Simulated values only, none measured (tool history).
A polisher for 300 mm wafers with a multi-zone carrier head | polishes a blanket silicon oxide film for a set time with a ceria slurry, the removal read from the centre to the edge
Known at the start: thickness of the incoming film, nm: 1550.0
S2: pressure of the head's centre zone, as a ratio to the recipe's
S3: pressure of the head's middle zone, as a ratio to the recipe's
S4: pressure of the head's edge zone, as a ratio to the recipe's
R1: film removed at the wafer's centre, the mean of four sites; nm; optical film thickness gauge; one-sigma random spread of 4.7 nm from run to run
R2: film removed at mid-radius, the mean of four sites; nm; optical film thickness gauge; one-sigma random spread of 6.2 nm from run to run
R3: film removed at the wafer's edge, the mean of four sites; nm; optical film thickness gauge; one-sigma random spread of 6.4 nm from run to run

Run 1, day 0.000: flow of slurry (ml/min) 135, S2 1.00, S3 1.00, S4 1.00, polishing time (s) 62. Result: R1 323.11 nm, R2 335.01 nm, R3 317.57 nm.
Run 2, day 0.225: flow of slurry (ml/min) 135, S2 0.96, S3 1.00, S4 1.00, polishing time (s) 62. Result: R1 318.12 nm, R2 331.53 nm, R3 328.46 nm.
Run 3, day 0.275: flow of slurry (ml/min) 140, S2 0.96, S3 1.01, S4 1.01, polishing time (s) 65. Result: R1 327.28 nm, R2 354.93 nm, R3 342.90 nm.
Run 4, day 0.433: flow of slurry (ml/min) 120, S2 0.96, S3 1.01, S4 1.01, polishing time (s) 65. Result: R1 321.88 nm, R2 344.49 nm, R3 335.57 nm.
Run 5, day 0.788: flow of slurry (ml/min) 120, S2 0.96, S3 1.01, S4 1.07, polishing time (s) 65. Result: R1 317.94 nm, R2 332.27 nm, R3 341.90 nm.
Run 6, day 1.000: flow of slurry (ml/min) 120, S2 0.96, S3 1.01, S4 1.04, polishing time (s) 65. Result: R1 321.84 nm, R2 338.98 nm, R3 342.38 nm.
Run 7, day 1.133: flow of slurry (ml/min) 125, S2 0.96, S3 1.02, S4 1.05, polishing time (s) 69. Result: R1 338.99 nm, R2 362.88 nm, R3 362.14 nm.

Run 8 comes next. What will it give?
Run 8, day 1.217: flow of slurry (ml/min) 130, S2 0.96, S3 1.02, S4 1.06, polishing time (s) 73. Result: R1 ?, R2 ?, R3 ?.

R1: 367.15 nm
R2: 390.90 nm
R3: 389.78 nm
